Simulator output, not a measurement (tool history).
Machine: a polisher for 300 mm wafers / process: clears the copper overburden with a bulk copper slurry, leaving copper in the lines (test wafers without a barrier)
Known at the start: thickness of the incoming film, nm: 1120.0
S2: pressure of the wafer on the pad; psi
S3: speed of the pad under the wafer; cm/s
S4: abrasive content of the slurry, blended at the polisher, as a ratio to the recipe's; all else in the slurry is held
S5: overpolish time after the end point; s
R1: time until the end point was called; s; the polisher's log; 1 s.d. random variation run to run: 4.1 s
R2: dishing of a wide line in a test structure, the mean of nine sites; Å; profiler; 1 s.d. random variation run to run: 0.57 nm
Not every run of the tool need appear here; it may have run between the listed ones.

run 1 day=0.000 | flow_of_slurry_(ml/min)=310 S2=2.4 S3=126 S4=1.00 S5=15 | R1=107.58 R2=312.85
run 2 day=0.350 | flow_of_slurry_(ml/min)=310 S2=2.4 S3=114 S4=1.00 S5=15 | R1=117.33 R2=319.83
run 3 day=0.612 | flow_of_slurry_(ml/min)=310 S2=2.1 S3=104 S4=1.00 S5=15 | R1=142.28 R2=312.29
run 4 day=0.662 | flow_of_slurry_(ml/min)=310 S2=2.1 S3=104 S4=1.00 S5=19 | R1=139.83 R2=324.31
run 5 day=0.908 | flow_of_slurry_(ml/min)=310 S2=2.1 S3=104 S4=1.00 S5=23 | R1=143.89 R2=320.17
run 6 day=0.954 | flow_of_slurry_(ml/min)=310 S2=2.1 S3=104 S4=0.85 S5=23 | R1=146.40 R2=326.63
run 7 day=1.246 | flow_of_slurry_(ml/min)=310 S2=1.8 S3=98 S4=0.85 S5=22 | R1=169.19 R2=317.52
run 8 day=1.583 | flow_of_slurry_(ml/min)=310 S2=1.6 S3=92 S4=0.85 S5=22 | R1=196.25 R2=315.21

What will run 9 give?
run 9 day=1.821 | flow_of_slurry_(ml/min)=310 S2=1.5 S3=90 S4=0.85 S5=22 | R1=? R2=?

R1: 205.61 s
R2: 306.07 Å

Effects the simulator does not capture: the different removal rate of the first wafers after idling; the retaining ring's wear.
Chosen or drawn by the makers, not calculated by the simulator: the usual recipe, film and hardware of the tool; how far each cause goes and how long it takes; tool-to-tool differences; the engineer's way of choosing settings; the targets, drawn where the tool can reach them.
